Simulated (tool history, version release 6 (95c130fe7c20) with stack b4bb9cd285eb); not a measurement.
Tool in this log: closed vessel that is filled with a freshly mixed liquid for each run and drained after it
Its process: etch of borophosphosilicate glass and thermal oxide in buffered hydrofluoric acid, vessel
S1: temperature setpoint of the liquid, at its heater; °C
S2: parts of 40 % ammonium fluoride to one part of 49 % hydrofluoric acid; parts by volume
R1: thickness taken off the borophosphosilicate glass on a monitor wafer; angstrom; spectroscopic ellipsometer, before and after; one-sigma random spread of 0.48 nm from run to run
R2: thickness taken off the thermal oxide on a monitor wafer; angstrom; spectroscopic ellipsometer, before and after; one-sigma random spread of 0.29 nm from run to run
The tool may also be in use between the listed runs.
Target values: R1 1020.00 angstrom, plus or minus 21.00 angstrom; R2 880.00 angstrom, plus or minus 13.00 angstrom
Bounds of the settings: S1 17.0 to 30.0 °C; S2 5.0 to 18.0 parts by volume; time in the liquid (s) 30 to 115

{"run": 1, "hour": 0.0, "S1": 22.0, "S2": 11.0, "time in the liquid (s)": 60, "R1": 621.17, "R2": 536.03}
{"run": 2, "hour": 4.1, "S1": 22.0, "S2": 14.0, "time in the liquid (s)": 60, "R1": 491.74, "R2": 422.3}
{"run": 3, "hour": 12.6, "S1": 24.0, "S2": 13.0, "time in the liquid (s)": 60, "R1": 585.83, "R2": 506.19}
{"run": 4, "hour": 14.9, "S1": 27.0, "S2": 13.0, "time in the liquid (s)": 60, "R1": 687.2, "R2": 593.64}
{"run": 5, "hour": 22.0, "S1": 27.0, "S2": 13.0, "time in the liquid (s)": 80, "R1": 926.69, "R2": 792.27}
{"run": 6, "hour": 25.3, "S1": 27.0, "S2": 14.5, "time in the liquid (s)": 80, "R1": 832.57, "R2": 712.37}
{"run": 7, "hour": 32.8, "S1": 28.0, "S2": 14.5, "time in the liquid (s)": 80, "R1": 874.43, "R2": 753.76}
{"run": 8, "hour": 38.9, "S1": 28.5, "S2": 14.5, "time in the liquid (s)": 80, "R1": 891.36, "R2": 776.55}

Next run, 4 choices. One meets every target within its allowed miss, the rest don't. Which?
{"run": "A", "hour": 45.0, "S1": 27.0, "S2": 13.0, "time in the liquid (s)": 85, "R1": "?", "R2": "?"}
{"run": "B", "hour": 45.0, "S1": 30.0, "S2": 13.5, "time in the liquid (s)": 75, "R1": "?", "R2": "?"}
{"run": "C", "hour": 45.0, "S1": 28.5, "S2": 13.5, "time in the liquid (s)": 85, "R1": "?", "R2": "?"}
{"run": "D", "hour": 45.0, "S1": 25.0, "S2": 14.5, "time in the liquid (s)": 105, "R1": "?", "R2": "?"}

move=A R1=975.39 R2=842.61
move=B R1=970.91 R2=840.09
move=C R1=1017.30 R2=879.62
move=D R1=972.51 R2=839.66
A: nearer than the last run, and not there yet
B: nearer than the last run, and not there yet
C: all results in spec
D: nearer than the last run, and not there yet
Go with C: it meets all targets.
